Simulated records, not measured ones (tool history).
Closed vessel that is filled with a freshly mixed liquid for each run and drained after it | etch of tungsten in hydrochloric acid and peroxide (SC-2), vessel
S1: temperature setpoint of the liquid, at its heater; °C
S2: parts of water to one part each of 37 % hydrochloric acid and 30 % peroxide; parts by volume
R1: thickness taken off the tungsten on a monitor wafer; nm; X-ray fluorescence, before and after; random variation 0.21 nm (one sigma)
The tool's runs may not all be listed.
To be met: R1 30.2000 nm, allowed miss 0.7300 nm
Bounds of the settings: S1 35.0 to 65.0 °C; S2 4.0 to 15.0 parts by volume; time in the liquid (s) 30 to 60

run 1 hour=0.0 | S1=49.0 S2=8.5 time_in_the_liquid_(s)=60 | R1=9.1311
run 2 hour=4.1 | S1=49.0 S2=11.0 time_in_the_liquid_(s)=60 | R1=7.4533
run 3 hour=6.6 | S1=49.0 S2=11.0 time_in_the_liquid_(s)=60 | R1=7.4122
run 4 hour=8.5 | S1=49.0 S2=11.0 time_in_the_liquid_(s)=60 | R1=7.4277
run 5 hour=14.3 | S1=49.0 S2=13.5 time_in_the_liquid_(s)=60 | R1=6.2221
run 6 hour=16.0 | S1=44.0 S2=13.5 time_in_the_liquid_(s)=60 | R1=4.4352
run 7 hour=23.3 | S1=46.5 S2=12.5 time_in_the_liquid_(s)=60 | R1=5.6336
run 8 hour=26.4 | S1=46.5 S2=12.5 time_in_the_liquid_(s)=60 | R1=5.6521
run 9 hour=28.5 | S1=48.5 S2=12.0 time_in_the_liquid_(s)=60 | R1=6.7943
run 10 hour=34.6 | S1=48.5 S2=12.0 time_in_the_liquid_(s)=60 | R1=6.6838
run 11 hour=36.9 | S1=50.5 S2=11.5 time_in_the_liquid_(s)=60 | R1=7.9569
run 12 hour=45.0 | S1=52.0 S2=11.0 time_in_the_liquid_(s)=60 | R1=9.0856
run 13 hour=51.1 | S1=53.5 S2=10.5 time_in_the_liquid_(s)=60 | R1=10.4180
run 14 hour=60.3 | S1=55.0 S2=10.0 time_in_the_liquid_(s)=60 | R1=12.0130
run 15 hour=64.7 | S1=56.0 S2=9.5 time_in_the_liquid_(s)=60 | R1=13.4140
run 16 hour=73.5 | S1=57.0 S2=9.0 time_in_the_liquid_(s)=60 | R1=15.1010
run 17 hour=79.8 | S1=57.0 S2=9.0 time_in_the_liquid_(s)=60 | R1=15.1310
run 18 hour=84.6 | S1=58.0 S2=9.0 time_in_the_liquid_(s)=60 | R1=16.0150

Which of these 4 next moves meets every target?
run A hour=89.4 | S1=65.0 S2=6.5 time_in_the_liquid_(s)=60 | R1=?
run B hour=89.4 | S1=64.0 S2=7.0 time_in_the_liquid_(s)=60 | R1=?
run C hour=89.4 | S1=63.0 S2=9.0 time_in_the_liquid_(s)=60 | R1=?
run D hour=89.4 | S1=65.0 S2=7.0 time_in_the_liquid_(s)=60 | R1=?

move=A R1=31.8580
move=B R1=28.3050
move=C R1=21.7790
move=D R1=30.0880
A: takes the result that was furthest off past its target
B: nearer than the last run, and not there yet
C: nearer than the last run, and not there yet
D: meets every target
The right move is D.
